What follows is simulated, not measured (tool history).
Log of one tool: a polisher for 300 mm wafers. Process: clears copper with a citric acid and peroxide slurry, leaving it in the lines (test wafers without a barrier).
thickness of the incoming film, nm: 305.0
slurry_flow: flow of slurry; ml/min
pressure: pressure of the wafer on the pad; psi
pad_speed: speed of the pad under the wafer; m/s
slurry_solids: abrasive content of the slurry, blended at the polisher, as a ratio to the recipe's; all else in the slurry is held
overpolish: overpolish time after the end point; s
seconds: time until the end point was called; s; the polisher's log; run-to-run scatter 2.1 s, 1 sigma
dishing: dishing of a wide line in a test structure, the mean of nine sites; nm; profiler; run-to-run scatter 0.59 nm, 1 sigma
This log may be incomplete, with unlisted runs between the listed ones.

run  hour  slurry_flow  pressure  pad_speed  slurry_solids  overpolish  seconds  dishing
  1     0          135       3.4       1.36              1          23   100.21   44.305
  2     3          135       4.2       1.36              1          23   83.067   52.802
  3   9.7          135       4.2       1.36              1          17   79.859   42.237
  4  15.6          130       3.4        1.3              1          20   102.96   37.981
  5  23.7          130       2.8       1.24              1          22   131.12   34.207
  6  25.9          125       2.4       1.24              1          23   158.68   31.601

Run 7 has not been measured yet. What should we expect?
  7  26.7          115       2.3       1.24              1          23        ?        ?

{"run 7": {"seconds": 165.64, "dishing": 30.004}}

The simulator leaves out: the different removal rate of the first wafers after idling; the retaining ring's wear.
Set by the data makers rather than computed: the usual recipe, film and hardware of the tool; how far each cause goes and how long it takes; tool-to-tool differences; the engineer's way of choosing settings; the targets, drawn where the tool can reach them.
